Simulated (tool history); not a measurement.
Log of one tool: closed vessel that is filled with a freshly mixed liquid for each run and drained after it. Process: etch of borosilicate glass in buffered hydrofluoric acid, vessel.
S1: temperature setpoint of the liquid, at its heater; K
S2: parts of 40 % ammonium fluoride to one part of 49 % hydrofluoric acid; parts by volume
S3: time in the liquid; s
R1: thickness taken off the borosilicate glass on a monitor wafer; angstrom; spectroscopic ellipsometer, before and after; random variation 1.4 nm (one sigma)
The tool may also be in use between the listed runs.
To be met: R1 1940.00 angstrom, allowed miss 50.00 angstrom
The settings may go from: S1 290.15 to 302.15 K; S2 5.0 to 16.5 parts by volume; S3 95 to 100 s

run 1 hour=0.0 | S1=294.15 S2=10.0 S3=95 | R1=1083.80
run 2 hour=7.3 | S1=296.15 S2=10.0 S3=95 | R1=1207.40
run 3 hour=15.2 | S1=296.15 S2=10.0 S3=95 | R1=1202.00
run 4 hour=22.7 | S1=297.65 S2=10.0 S3=95 | R1=1284.90
run 5 hour=25.3 | S1=294.15 S2=10.0 S3=95 | R1=1076.80
run 6 hour=30.7 | S1=292.65 S2=10.0 S3=95 | R1=999.07
run 7 hour=33.4 | S1=294.15 S2=9.5 S3=95 | R1=1101.90
run 8 hour=39.9 | S1=295.15 S2=9.0 S3=95 | R1=1223.60
run 9 hour=47.1 | S1=299.15 S2=8.0 S3=95 | R1=1713.60
run 10 hour=50.1 | S1=299.65 S2=8.0 S3=95 | R1=1745.90

4 next moves are on the table. One of them brings every result within its allowed miss. Which?
run A hour=53.1 | S1=299.15 S2=7.5 S3=95 | R1=?
run B hour=53.1 | S1=300.15 S2=8.0 S3=95 | R1=?
run C hour=53.1 | S1=301.65 S2=8.0 S3=95 | R1=?
run D hour=53.1 | S1=301.65 S2=8.0 S3=100 | R1=?

move=A R1=1846.60
move=B R1=1812.70
move=C R1=1960.20
move=D R1=2063.40
A: nearer than the last run, and not there yet
B: nearer than the last run, and not there yet
C: meets every target
D: takes the result that was furthest off past its target
Move C is the one to make.

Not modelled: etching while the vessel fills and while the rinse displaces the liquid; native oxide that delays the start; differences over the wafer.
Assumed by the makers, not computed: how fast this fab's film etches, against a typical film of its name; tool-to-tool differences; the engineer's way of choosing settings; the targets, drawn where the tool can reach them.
